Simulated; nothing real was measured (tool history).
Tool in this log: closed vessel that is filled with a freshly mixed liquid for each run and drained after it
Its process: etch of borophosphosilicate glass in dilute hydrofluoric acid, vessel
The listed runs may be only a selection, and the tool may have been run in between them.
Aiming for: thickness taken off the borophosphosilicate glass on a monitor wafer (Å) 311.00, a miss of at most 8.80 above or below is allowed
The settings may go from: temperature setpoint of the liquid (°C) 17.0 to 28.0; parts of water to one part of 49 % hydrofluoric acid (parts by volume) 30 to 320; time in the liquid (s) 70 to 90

| run | day | temperature setpoint of the liquid (°C) | parts of water to one part of 49 % hydrofluoric acid (parts by volume) | time in the liquid (s) | thickness taken off the borophosphosilicate glass on a monitor wafer (Å) |
|---|---|---|---|---|---|
| 1 | 0.000 | 20.0 | 175 | 90 | 130.42 |
| 2 | 0.367 | 22.5 | 150 | 90 | 174.30 |
| 3 | 0.575 | 22.5 | 150 | 70 | 134.23 |
| 4 | 0.842 | 23.5 | 115 | 70 | 189.35 |
| 5 | 0.904 | 23.5 | 115 | 70 | 191.28 |
| 6 | 1.283 | 23.5 | 145 | 70 | 145.30 |
| 7 | 1.542 | 27.5 | 75 | 70 | 357.97 |
| 8 | 1.775 | 27.0 | 75 | 70 | 354.94 |
| 9 | 2.075 | 26.5 | 75 | 70 | 346.48 |

Which single option among these 4 for the next run brings every result within its allowed miss of target? Just one does.
| A | 2.375 | 24.0 | 75 | 70 | ? |
| B | 2.375 | 27.5 | 90 | 70 | ? |
| C | 2.375 | 27.5 | 80 | 70 | ? |
| D | 2.375 | 28.0 | 95 | 90 | ? |

| move | thickness taken off the borophosphosilicate glass on a monitor wafer (Å) |
|---|---|
| A | 313.43 |
| B | 293.15 |
| C | 334.81 |
| D | 361.23 |
A: every result lands within tolerance
B: moves the result that the last run missed by most past its target, out the other side
C: moves toward the targets from the last run without getting all of them in spec
D: further off than the last run
Go with A: it meets all targets.
